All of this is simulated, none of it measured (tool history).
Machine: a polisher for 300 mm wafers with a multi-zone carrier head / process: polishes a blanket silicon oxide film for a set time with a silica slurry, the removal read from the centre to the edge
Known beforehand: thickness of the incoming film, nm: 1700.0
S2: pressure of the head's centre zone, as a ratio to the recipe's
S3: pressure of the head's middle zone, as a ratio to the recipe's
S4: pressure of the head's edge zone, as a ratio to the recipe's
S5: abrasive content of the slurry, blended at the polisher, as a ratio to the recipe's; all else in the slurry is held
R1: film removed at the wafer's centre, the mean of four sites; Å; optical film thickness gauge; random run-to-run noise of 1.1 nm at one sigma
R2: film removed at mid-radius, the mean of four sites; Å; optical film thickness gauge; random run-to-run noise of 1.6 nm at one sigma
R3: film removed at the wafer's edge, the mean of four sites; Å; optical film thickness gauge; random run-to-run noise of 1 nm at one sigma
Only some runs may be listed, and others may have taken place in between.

Run 1, day 0.000: flow of slurry (ml/min) 215, S2 1.00, S3 1.00, S4 1.00, S5 1.00, polishing time (s) 63. Result: R1 1438.2 Å, R2 1336.8 Å, R3 1416.3 Å.
Run 2, day 0.083: flow of slurry (ml/min) 215, S2 1.00, S3 1.00, S4 1.00, S5 1.00, polishing time (s) 78. Result: R1 1755.5 Å, R2 1673.4 Å, R3 1724.1 Å.
Run 3, day 0.179: flow of slurry (ml/min) 210, S2 1.00, S3 0.98, S4 0.97, S5 0.90, polishing time (s) 78. Result: R1 1596.6 Å, R2 1533.3 Å, R3 1597.8 Å.
Run 4, day 0.238: flow of slurry (ml/min) 170, S2 1.00, S3 0.98, S4 0.97, S5 0.90, polishing time (s) 78. Result: R1 1562.1 Å, R2 1517.1 Å, R3 1544.3 Å.
Run 5, day 0.275: flow of slurry (ml/min) 130, S2 1.00, S3 0.98, S4 0.97, S5 0.90, polishing time (s) 78. Result: R1 1498.8 Å, R2 1407.7 Å, R3 1499.1 Å.
Run 6, day 0.471: flow of slurry (ml/min) 130, S2 1.00, S3 0.98, S4 1.00, S5 0.90, polishing time (s) 78. Result: R1 1475.9 Å, R2 1438.8 Å, R3 1517.4 Å.
At day 0.612: worn pad replaced by a new one.
Run 7, day 0.612: flow of slurry (ml/min) 130, S2 1.01, S3 0.97, S4 0.97, S5 0.90, polishing time (s) 78. Result: R1 1676.9 Å, R2 1564.8 Å, R3 1694.6 Å.

Run 8 comes next. What will it give?
Run 8, day 0.704: flow of slurry (ml/min) 150, S2 1.02, S3 0.98, S4 0.97, S5 0.85, polishing time (s) 75. Result: R1 ?, R2 ?, R3 ?.

Run 8 gave R1 1628.3 Å, R2 1528.3 Å, R3 1591.1 Å.
